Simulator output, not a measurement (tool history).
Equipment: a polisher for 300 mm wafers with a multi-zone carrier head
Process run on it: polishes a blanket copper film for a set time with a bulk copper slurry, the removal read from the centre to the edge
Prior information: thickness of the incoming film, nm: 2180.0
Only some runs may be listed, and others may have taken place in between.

run	hour	flow of slurry (ml/min)	pressure of the head's centre zone	pressure of the head's middle zone	pressure of the head's edge zone	abrasive content of the slurry	polishing time (s)	film removed at the wafer's centre (nm)	film removed at mid-radius (nm)	film removed at the wafer's edge (nm)
1	0	185	1	1	1	1	55	394.63	399.99	402.27
2	7.1	185	1	0.99	0.99	0.95	53	370.46	376.37	386.88
3	12.7	185	1.01	0.98	0.98	0.9	51	365.77	357.38	373.33
4	14.5	185	0.97	0.98	0.98	0.9	51	343.76	358.83	366.92
5	20.2	185	0.97	0.98	0.98	0.9	38	251.58	264.74	269.8
6	27.6	185	0.98	0.97	0.98	0.9	38	259.46	266.12	271.69
7	29	185	0.99	0.96	0.98	0.9	38	266.71	261.62	282.63
8	31.3	185	1.05	0.94	0.9	0.75	37	269.59	245.33	249.04
9	34.2	185	1.05	0.94	0.9	0.75	37	263.84	244.42	252.5
10	35.9	185	1.05	0.94	0.91	0.75	37	267.52	245.44	258.83

Expected results for the next run?
11	38.4	185	1.05	0.94	0.91	0.75	37	?	?	?

{"run 11": {"film removed at the wafer's centre (nm)": 261.16, "film removed at mid-radius (nm)": 250.23, "film removed at the wafer's edge (nm)": 253.62}}

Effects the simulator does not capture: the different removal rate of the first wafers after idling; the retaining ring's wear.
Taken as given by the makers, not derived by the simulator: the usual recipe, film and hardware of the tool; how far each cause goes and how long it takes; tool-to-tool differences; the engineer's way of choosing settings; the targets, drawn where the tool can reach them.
